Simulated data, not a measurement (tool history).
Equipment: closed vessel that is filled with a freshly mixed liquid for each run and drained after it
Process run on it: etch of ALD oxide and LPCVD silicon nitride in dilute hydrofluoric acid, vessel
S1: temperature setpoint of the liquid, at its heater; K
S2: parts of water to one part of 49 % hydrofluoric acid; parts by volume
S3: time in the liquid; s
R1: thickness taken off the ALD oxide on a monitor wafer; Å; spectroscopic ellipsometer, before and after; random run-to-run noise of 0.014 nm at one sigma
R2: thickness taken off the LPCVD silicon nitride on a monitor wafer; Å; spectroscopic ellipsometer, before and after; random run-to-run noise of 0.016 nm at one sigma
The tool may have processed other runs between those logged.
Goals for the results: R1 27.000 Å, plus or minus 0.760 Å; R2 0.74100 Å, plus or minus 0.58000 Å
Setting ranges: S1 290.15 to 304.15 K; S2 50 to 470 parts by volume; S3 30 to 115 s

run	hour	S1	S2	S3	R1	R2
1	0.0	296.15	260	60	42.230	0.60933
2	1.9	295.15	270	60	38.602	1.21780
3	2.9	295.15	270	40	25.645	0.44005
4	10.4	295.15	345	40	18.629	0.41235
5	12.6	296.15	340	40	19.773	0.59110
6	17.7	296.15	340	50	24.639	0.41668
7	19.3	296.15	335	50	25.216	0.40185
8	27.6	296.15	330	50	25.742	0.72166
9	30.5	296.65	330	50	26.046	0.65007

Which of these 5 next moves meets every target?
A	33.4	299.15	410	60	?	?
B	33.4	297.65	355	55	?	?
C	33.4	301.65	445	60	?	?
D	33.4	296.65	325	55	?	?
E	33.4	295.65	340	60	?	?

move	R1	R2
A	25.233	0.80788
B	26.919	0.78413
C	24.201	0.85480
D	29.329	0.80640
E	29.125	0.79233
A: misses by more than the last run did
B: meets every target
C: misses by more than the last run did
D: pushes the last run's worst result past its target
E: pushes the last run's worst result past its target
Go with B: it meets all targets.

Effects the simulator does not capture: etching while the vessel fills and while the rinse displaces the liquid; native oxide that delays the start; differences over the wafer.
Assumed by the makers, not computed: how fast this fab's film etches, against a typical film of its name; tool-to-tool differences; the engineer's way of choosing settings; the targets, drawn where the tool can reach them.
